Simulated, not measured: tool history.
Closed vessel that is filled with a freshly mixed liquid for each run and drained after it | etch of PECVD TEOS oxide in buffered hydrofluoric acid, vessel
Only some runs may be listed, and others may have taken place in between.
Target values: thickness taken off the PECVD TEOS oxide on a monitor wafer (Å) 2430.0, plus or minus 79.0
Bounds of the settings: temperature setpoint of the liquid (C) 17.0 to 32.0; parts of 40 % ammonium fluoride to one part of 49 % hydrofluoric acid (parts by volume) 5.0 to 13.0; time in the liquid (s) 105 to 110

run    day  temperature setpoint of the liquid (C)  parts of 40 % ammonium fluoride to one part of 49 % hydrofluoric acid (parts by volume)  time in the liquid (s)  thickness taken off the PECVD TEOS oxide on a monitor wafer (Å)
  1  0.000                                    25.0                                                                                      8.0                     105                                                           2802.5
  2  0.375                                    25.0                                                                                      7.0                     105                                                           3226.2
  3  0.525                                    25.0                                                                                      7.0                     105                                                           3207.6
  4  0.638                                    25.0                                                                                      8.5                     105                                                           2572.1
  5  0.754                                    25.0                                                                                      7.0                     105                                                           3208.0
  6  0.825                                    25.0                                                                                      7.0                     105                                                           3180.8
  7  1.104                                    23.5                                                                                      7.0                     105                                                           2957.2
  8  1.288                                    22.5                                                                                      7.0                     105                                                           2815.3
  9  1.325                                    21.5                                                                                      7.0                     105                                                           2651.2
 10  1.492                                    21.0                                                                                      7.0                     105                                                           2558.4

Pick the move, out of 5, that brings all results within their allowed miss; only one does.
  A  1.658                                    21.5                                                                                      7.0                     105                                                                ?
  B  1.658                                    20.5                                                                                      7.0                     110                                                                ?
  C  1.658                                    22.5                                                                                      8.0                     105                                                                ?
  D  1.658                                    21.0                                                                                      6.5                     105                                                                ?
  E  1.658                                    23.0                                                                                      7.5                     105                                                                ?

move  thickness taken off the PECVD TEOS oxide on a monitor wafer (Å)
   A                                                           2582.8
   B                                                           2557.9
   C                                                           2364.1
   D                                                           2678.4
   E                                                           2606.5
A: moves away from the targets compared with the last run
B: no better and no worse than the last run
C: meets every target
D: moves away from the targets compared with the last run
E: moves away from the targets compared with the last run
C meets every target.

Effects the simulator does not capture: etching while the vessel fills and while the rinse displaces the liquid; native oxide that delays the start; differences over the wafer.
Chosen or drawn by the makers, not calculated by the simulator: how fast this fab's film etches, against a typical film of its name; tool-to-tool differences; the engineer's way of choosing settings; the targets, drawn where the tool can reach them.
